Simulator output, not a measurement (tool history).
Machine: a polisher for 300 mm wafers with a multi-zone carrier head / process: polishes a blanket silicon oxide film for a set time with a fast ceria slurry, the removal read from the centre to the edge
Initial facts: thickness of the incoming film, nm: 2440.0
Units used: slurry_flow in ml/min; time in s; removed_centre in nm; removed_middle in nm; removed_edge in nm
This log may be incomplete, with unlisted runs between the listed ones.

run    day  slurry_flow  centre_zone  middle_zone  edge_zone  time  removed_centre  removed_middle  removed_edge
  1  0.000          285         1.00         1.00       1.00    51          847.43          834.59        863.97
  2  0.117          300         1.04         1.05       0.98    55          961.16          979.71        939.61
  3  0.471          300         1.04         1.05       0.93    55          970.52          964.86        901.70
  4  0.583          300         1.04         1.05       0.89    55          970.05          951.17        879.14
  5  0.958          315         1.08         1.08       0.90    57         1061.40         1037.10        926.92
  6  1.033          315         1.08         1.08       0.97    57         1026.90         1043.80        958.81
  7  1.271          315         1.08         1.08       0.97    57         1036.60         1029.70        961.52

Run 8 comes next. What will it give?
  8  1.479          320         1.11         1.11       0.96    59               ?               ?             ?

{"run 8": {"removed_centre": 1101.6, "removed_middle": 1104.9, "removed_edge": 995.35}}
